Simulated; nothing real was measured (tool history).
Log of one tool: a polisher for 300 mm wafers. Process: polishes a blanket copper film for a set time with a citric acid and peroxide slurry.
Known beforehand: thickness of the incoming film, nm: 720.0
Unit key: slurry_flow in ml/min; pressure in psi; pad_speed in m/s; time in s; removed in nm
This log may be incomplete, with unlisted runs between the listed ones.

run 1 hour=0.0 | slurry_flow=190 pressure=4.2 pad_speed=1.20 slurry_solids=1.0 time=88 | removed=339.53
run 2 hour=7.3 | slurry_flow=190 pressure=3.8 pad_speed=1.20 slurry_solids=1.0 time=88 | removed=317.27
run 3 hour=8.9 | slurry_flow=195 pressure=4.1 pad_speed=1.20 slurry_solids=1.0 time=88 | removed=343.17
run 4 hour=12.6 | slurry_flow=230 pressure=4.1 pad_speed=1.20 slurry_solids=1.0 time=88 | removed=336.17
run 5 hour=14.8 | slurry_flow=230 pressure=4.3 pad_speed=1.20 slurry_solids=1.0 time=88 | removed=353.36
run 6 hour=15.7 | slurry_flow=230 pressure=4.5 pad_speed=1.20 slurry_solids=1.0 time=88 | removed=366.00

Estimate the outcome of run 7 from the log above:
run 7 hour=23.6 | slurry_flow=230 pressure=4.6 pad_speed=1.20 slurry_solids=1.0 time=88 | removed=?

{"run 7": {"removed": 368.88}}

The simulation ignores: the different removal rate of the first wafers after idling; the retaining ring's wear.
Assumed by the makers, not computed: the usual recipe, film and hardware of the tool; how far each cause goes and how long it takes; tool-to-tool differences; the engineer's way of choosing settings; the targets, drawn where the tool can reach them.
